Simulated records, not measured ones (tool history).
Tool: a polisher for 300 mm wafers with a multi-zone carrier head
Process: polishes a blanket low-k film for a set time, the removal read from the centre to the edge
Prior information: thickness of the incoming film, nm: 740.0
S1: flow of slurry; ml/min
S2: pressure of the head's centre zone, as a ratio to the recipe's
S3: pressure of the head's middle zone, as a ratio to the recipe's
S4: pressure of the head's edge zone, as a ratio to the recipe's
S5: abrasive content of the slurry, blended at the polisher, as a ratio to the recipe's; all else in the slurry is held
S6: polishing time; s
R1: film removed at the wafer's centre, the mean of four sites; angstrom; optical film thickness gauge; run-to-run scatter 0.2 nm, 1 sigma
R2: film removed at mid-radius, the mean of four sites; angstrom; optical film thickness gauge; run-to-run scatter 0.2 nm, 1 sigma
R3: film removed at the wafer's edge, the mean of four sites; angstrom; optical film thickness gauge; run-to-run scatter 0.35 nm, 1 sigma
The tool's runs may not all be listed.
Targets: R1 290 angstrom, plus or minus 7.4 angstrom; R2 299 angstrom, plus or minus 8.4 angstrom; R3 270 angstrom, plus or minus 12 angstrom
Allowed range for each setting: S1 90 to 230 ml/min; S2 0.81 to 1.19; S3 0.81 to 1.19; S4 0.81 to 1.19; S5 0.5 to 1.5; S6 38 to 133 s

run	hour	S1	S2	S3	S4	S5	S6	R1	R2	R3
1	0	150	1	1	1	1	85	234.25	211.61	215.15
2	8.3	165	1.01	1.05	1.04	1.05	85	245.51	230.3	227.47
3	11.5	190	1.01	1.05	1.04	1.05	85	251.9	235.76	230.76
4	18.9	205	1.01	1.05	1.04	1.05	85	253.43	233.27	228.92
5	23.7	225	1.01	1.05	1.04	1.05	85	258.39	238.19	232.59
6	29.6	220	1.01	1.08	1.06	1.15	85	269.71	250.4	247.02
7	38.5	215	1	1.11	1.04	1.2	86	272.53	269.78	251.41
8	42.7	215	1	1.13	1.05	1.25	86	279.4	278.47	254.93
9	50.7	215	1	1.14	1.06	1.25	86	279.94	279.91	255.06
10	56	215	1	1.15	1.07	1.3	86	280.45	286.04	260.67
11	64.9	215	1	1.16	1.07	1.3	86	285.43	283.96	260.49
12	72.2	215	0.99	1.16	1.07	1.3	86	281.96	286.11	262.63
13	75.9	215	0.99	1.17	1.07	1.3	86	280.95	292.43	262.26
14	82.2	215	0.99	1.17	1.08	1.3	86	282.25	290.09	266.67
15	87.3	215	0.99	1.18	1.08	1.3	86	281.25	293.5	266.07

Which one of the following 5 next-run settings gets every result inside its allowed miss? There is exactly one.
A	92.4	215	0.95	1.19	1.12	1.3	87	?	?	?
B	92.4	205	1	1.13	1.02	1.35	86	?	?	?
C	92.4	225	0.98	1.15	1.04	1.25	91	?	?	?
D	92.4	225	0.96	1.18	1.06	1.35	83	?	?	?
E	92.4	200	0.96	1.19	1.11	1.3	89	?	?	?

move	R1	R2	R3
A	271.66	297.78	268.46
B	285.19	284.29	256.4
C	289.88	298.93	267.25
D	267.61	288.01	254.08
E	278.09	301.96	271.62
A: misses by more than the last run did
B: puts the biggest miss on target and leaves a different result outside tolerance
C: meets every target
D: misses by more than the last run did
E: misses by more than the last run did
So the answer is move C, the one that meets all the targets.
